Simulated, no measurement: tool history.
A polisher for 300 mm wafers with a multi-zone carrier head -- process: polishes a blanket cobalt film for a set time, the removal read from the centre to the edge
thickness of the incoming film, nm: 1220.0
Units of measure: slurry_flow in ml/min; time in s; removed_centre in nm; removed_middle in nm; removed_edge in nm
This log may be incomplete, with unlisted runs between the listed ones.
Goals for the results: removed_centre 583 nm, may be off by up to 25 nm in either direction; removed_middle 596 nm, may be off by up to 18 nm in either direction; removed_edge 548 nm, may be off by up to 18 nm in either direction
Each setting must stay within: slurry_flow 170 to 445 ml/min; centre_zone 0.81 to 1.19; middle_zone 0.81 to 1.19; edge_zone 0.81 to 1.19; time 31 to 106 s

run 1 hour=0 | slurry_flow=285 centre_zone=1 middle_zone=1 edge_zone=1 time=68 | removed_centre=372.21 removed_middle=360.34 removed_edge=346.66
run 2 hour=3.9 | slurry_flow=245 centre_zone=1 middle_zone=1 edge_zone=1 time=68 | removed_centre=368.53 removed_middle=359.56 removed_edge=337.06
run 3 hour=12.1 | slurry_flow=245 centre_zone=1 middle_zone=0.94 edge_zone=1 time=68 | removed_centre=368.54 removed_middle=335.49 removed_edge=336.13
run 4 hour=13.4 | slurry_flow=245 centre_zone=1 middle_zone=0.94 edge_zone=1.05 time=68 | removed_centre=366.26 removed_middle=348.18 removed_edge=348.13
run 5 hour=18 | slurry_flow=245 centre_zone=0.95 middle_zone=0.94 edge_zone=1.05 time=68 | removed_centre=346.91 removed_middle=341.58 removed_edge=345.89
run 6 hour=24.7 | slurry_flow=260 centre_zone=0.98 middle_zone=0.97 edge_zone=1.08 time=72 | removed_centre=375.97 removed_middle=380.38 removed_edge=372.43
run 7 hour=27.9 | slurry_flow=280 centre_zone=1.08 middle_zone=1.03 edge_zone=1.15 time=91 | removed_centre=529.74 removed_middle=495.48 removed_edge=495.98
run 8 hour=36.8 | slurry_flow=285 centre_zone=1.08 middle_zone=1.05 edge_zone=1.15 time=92 | removed_centre=543.7 removed_middle=514.12 removed_edge=496.21
run 9 hour=43 | slurry_flow=290 centre_zone=1.08 middle_zone=1.06 edge_zone=1.16 time=93 | removed_centre=544.51 removed_middle=525.65 removed_edge=504.57
run 10 hour=46.8 | slurry_flow=290 centre_zone=1.08 middle_zone=1.07 edge_zone=1.16 time=94 | removed_centre=559.23 removed_middle=535.01 removed_edge=514.99
run 11 hour=55.5 | slurry_flow=295 centre_zone=1.08 middle_zone=1.08 edge_zone=1.16 time=95 | removed_centre=564.14 removed_middle=546.88 removed_edge=511.21
-- hour=56.5 edge zone pressure recalibrated
run 12 hour=56.5 | slurry_flow=295 centre_zone=1.07 middle_zone=1.08 edge_zone=1.16 time=96 | removed_centre=553.3 removed_middle=551.73 removed_edge=538.84
run 13 hour=57.6 | slurry_flow=295 centre_zone=1.08 middle_zone=1.09 edge_zone=1.16 time=96 | removed_centre=564.83 removed_middle=544.16 removed_edge=538.93
run 14 hour=60.5 | slurry_flow=325 centre_zone=1.07 middle_zone=1.07 edge_zone=1.17 time=96 | removed_centre=560.36 removed_middle=550.25 removed_edge=545.57
run 15 hour=68.4 | slurry_flow=325 centre_zone=1.07 middle_zone=1.09 edge_zone=1.17 time=96 | removed_centre=571.88 removed_middle=559.08 removed_edge=551.33
run 16 hour=72.3 | slurry_flow=325 centre_zone=1.07 middle_zone=1.11 edge_zone=1.17 time=96 | removed_centre=565.99 removed_middle=573.27 removed_edge=540.92

Which single option among these 5 for the next run brings every result within its allowed miss of target? Just one does.
run A hour=76.2 | slurry_flow=400 centre_zone=1.12 middle_zone=1.08 edge_zone=1.14 time=92 | removed_centre=? removed_middle=? removed_edge=?
run B hour=76.2 | slurry_flow=445 centre_zone=1.05 middle_zone=1.05 edge_zone=1.16 time=96 | removed_centre=? removed_middle=? removed_edge=?
run C hour=76.2 | slurry_flow=370 centre_zone=1.04 middle_zone=1.1 edge_zone=1.19 time=101 | removed_centre=? removed_middle=? removed_edge=?
run D hour=76.2 | slurry_flow=245 centre_zone=1.06 middle_zone=1.11 edge_zone=1.05 time=102 | removed_centre=? removed_middle=? removed_edge=?
run E hour=76.2 | slurry_flow=285 centre_zone=1.15 middle_zone=1.05 edge_zone=1.18 time=94 | removed_centre=? removed_middle=? removed_edge=?

move=A removed_centre=560.65 removed_middle=539.23 removed_edge=525.36
move=B removed_centre=552.04 removed_middle=553.13 removed_edge=556.19
move=C removed_centre=568.15 removed_middle=598.53 removed_edge=587.32
move=D removed_centre=565.76 removed_middle=591.05 removed_edge=543.67
move=E removed_centre=573.14 removed_middle=525.25 removed_edge=536.9
A: moves away from the targets compared with the last run
B: moves away from the targets compared with the last run
C: gets the furthest-off result to its target, but another result is out of tolerance
D: each result inside its tolerance
E: moves away from the targets compared with the last run
Go with D: it meets all targets.

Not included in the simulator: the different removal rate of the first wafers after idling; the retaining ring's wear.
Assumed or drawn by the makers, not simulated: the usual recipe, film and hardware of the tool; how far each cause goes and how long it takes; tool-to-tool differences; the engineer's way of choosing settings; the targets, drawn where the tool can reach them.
